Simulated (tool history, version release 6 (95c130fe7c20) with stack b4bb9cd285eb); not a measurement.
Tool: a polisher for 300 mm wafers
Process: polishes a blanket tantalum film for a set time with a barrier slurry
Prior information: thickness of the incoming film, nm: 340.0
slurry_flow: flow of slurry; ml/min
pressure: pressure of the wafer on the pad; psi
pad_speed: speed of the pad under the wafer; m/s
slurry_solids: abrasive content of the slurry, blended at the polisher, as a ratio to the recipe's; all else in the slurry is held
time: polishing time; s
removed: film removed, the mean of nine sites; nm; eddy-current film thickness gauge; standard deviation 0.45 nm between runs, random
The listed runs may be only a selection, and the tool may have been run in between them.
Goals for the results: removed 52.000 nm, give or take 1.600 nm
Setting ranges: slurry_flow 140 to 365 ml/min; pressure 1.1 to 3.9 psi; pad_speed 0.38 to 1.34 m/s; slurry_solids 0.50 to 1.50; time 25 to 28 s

run,day,slurry_flow,pressure,pad_speed,slurry_solids,time,removed
1,0.000,235,2.5,0.86,1.00,28,60.242
2,0.204,235,2.5,1.02,1.00,28,71.118
3,0.338,235,3.0,1.02,1.00,28,80.221
4,0.467,235,2.7,1.02,1.00,28,74.058
5,0.521,235,3.1,1.02,1.00,28,81.800
6,0.692,235,3.1,0.92,1.00,28,72.605
7,0.746,235,2.9,0.92,1.00,28,70.172
8,0.867,235,2.7,0.92,1.00,28,67.125
9,1.021,225,2.0,0.90,1.00,28,54.446

Exercise: of the 4 proposed moves below, exactly one satisfies all targets within the stated allowed misses. Which move is it?
A,1.175,250,1.5,1.04,0.85,28,?
B,1.175,240,1.7,0.90,1.20,25,?
C,1.175,150,2.3,1.02,1.15,25,?
D,1.175,300,2.0,0.90,0.85,25,?

move,removed
A,51.738
B,46.867
C,57.749
D,47.686
A: each result inside its tolerance
B: takes the result that was furthest off past its target
C: misses by more than the last run did
D: takes the result that was furthest off past its target
A is the move that brings every result within its allowed miss.
